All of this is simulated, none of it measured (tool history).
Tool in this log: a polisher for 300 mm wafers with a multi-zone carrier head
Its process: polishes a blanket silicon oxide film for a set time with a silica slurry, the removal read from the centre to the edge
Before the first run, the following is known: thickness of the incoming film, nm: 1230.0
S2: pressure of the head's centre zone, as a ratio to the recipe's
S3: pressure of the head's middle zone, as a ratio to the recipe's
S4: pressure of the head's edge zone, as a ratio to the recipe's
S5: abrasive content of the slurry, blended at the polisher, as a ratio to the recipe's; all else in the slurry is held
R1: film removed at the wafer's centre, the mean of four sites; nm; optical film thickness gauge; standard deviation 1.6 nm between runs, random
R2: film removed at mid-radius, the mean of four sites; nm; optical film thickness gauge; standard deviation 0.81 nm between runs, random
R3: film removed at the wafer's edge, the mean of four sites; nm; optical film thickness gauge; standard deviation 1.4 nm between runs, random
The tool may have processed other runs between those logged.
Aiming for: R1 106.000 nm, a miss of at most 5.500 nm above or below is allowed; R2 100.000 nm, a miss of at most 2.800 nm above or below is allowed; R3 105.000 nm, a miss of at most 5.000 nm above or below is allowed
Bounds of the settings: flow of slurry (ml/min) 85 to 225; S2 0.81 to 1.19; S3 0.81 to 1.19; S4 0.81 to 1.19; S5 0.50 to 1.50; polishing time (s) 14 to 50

Run 1, hour 0.0: flow of slurry (ml/min) 145, S2 1.00, S3 1.00, S4 1.00, S5 1.00, polishing time (s) 32. Result: R1 79.774 nm, R2 81.478 nm, R3 79.181 nm.
Run 2, hour 4.4: flow of slurry (ml/min) 170, S2 1.00, S3 1.00, S4 1.00, S5 1.00, polishing time (s) 32. Result: R1 79.713 nm, R2 85.033 nm, R3 82.200 nm.
Run 3, hour 12.9: flow of slurry (ml/min) 175, S2 1.03, S3 1.00, S4 1.03, S5 1.05, polishing time (s) 32. Result: R1 86.464 nm, R2 87.424 nm, R3 84.058 nm.
Run 4, hour 13.8: flow of slurry (ml/min) 175, S2 1.03, S3 1.00, S4 1.03, S5 1.05, polishing time (s) 39. Result: R1 105.400 nm, R2 106.370 nm, R3 103.860 nm.
Run 5, hour 22.8: flow of slurry (ml/min) 175, S2 1.03, S3 1.00, S4 0.99, S5 1.05, polishing time (s) 39. Result: R1 105.810 nm, R2 104.620 nm, R3 98.677 nm.
Run 6, hour 29.5: flow of slurry (ml/min) 175, S2 1.03, S3 1.00, S4 0.99, S5 1.05, polishing time (s) 46. Result: R1 119.550 nm, R2 124.830 nm, R3 122.570 nm.
Run 7, hour 35.7: flow of slurry (ml/min) 165, S2 1.03, S3 0.98, S4 0.96, S5 1.05, polishing time (s) 46. Result: R1 127.120 nm, R2 120.210 nm, R3 120.170 nm.
Run 8, hour 38.0: flow of slurry (ml/min) 155, S2 1.01, S3 0.97, S4 0.94, S5 1.00, polishing time (s) 46. Result: R1 115.810 nm, R2 116.390 nm, R3 113.900 nm.
Run 9, hour 46.6: flow of slurry (ml/min) 145, S2 1.00, S3 0.95, S4 0.93, S5 1.00, polishing time (s) 46. Result: R1 114.400 nm, R2 111.360 nm, R3 109.040 nm.
Run 10, hour 52.9: flow of slurry (ml/min) 135, S2 0.99, S3 0.94, S4 0.95, S5 1.00, polishing time (s) 46. Result: R1 110.720 nm, R2 109.120 nm, R3 110.570 nm.
Run 11, hour 57.4: flow of slurry (ml/min) 125, S2 0.99, S3 0.93, S4 0.95, S5 1.00, polishing time (s) 46. Result: R1 110.410 nm, R2 106.150 nm, R3 107.270 nm.
Run 12, hour 58.2: flow of slurry (ml/min) 120, S2 0.99, S3 0.92, S4 0.96, S5 1.00, polishing time (s) 46. Result: R1 109.690 nm, R2 104.850 nm, R3 108.440 nm.
Run 13, hour 65.1: flow of slurry (ml/min) 115, S2 0.99, S3 0.92, S4 0.96, S5 1.00, polishing time (s) 46. Result: R1 104.520 nm, R2 104.230 nm, R3 105.600 nm.
Run 14, hour 70.6: flow of slurry (ml/min) 115, S2 0.99, S3 0.91, S4 0.96, S5 1.00, polishing time (s) 46. Result: R1 109.140 nm, R2 104.230 nm, R3 107.680 nm.

Which one of the following 5 next-run settings gets every result inside its allowed miss? There is exactly one.
Run A, hour 76.1: flow of slurry (ml/min) 120, S2 1.09, S3 0.90, S4 0.81, S5 1.15, polishing time (s) 43. Result: R1 ?, R2 ?, R3 ?.
Run B, hour 76.1: flow of slurry (ml/min) 125, S2 1.11, S3 0.89, S4 0.91, S5 0.90, polishing time (s) 46. Result: R1 ?, R2 ?, R3 ?.
Run C, hour 76.1: flow of slurry (ml/min) 85, S2 1.02, S3 1.10, S4 1.07, S5 0.95, polishing time (s) 46. Result: R1 ?, R2 ?, R3 ?.
Run D, hour 76.1: flow of slurry (ml/min) 145, S2 0.87, S3 0.86, S4 0.91, S5 0.95, polishing time (s) 49. Result: R1 ?, R2 ?, R3 ?.
Run E, hour 76.1: flow of slurry (ml/min) 135, S2 0.98, S3 0.86, S4 0.90, S5 1.20, polishing time (s) 42. Result: R1 ?, R2 ?, R3 ?.

move       R1       R2       R3
   A  117.940  102.140   99.842
   B  116.860   98.511  102.150
   C   98.686  108.770  105.120
   D  106.420  107.870  113.950
   E  109.720  100.310  105.920
A: gets the furthest-off result to its target, but another result is out of tolerance
B: gets the furthest-off result to its target, but another result is out of tolerance
C: misses by more than the last run did
D: misses by more than the last run did
E: all results in spec
The move that meets every target is E.
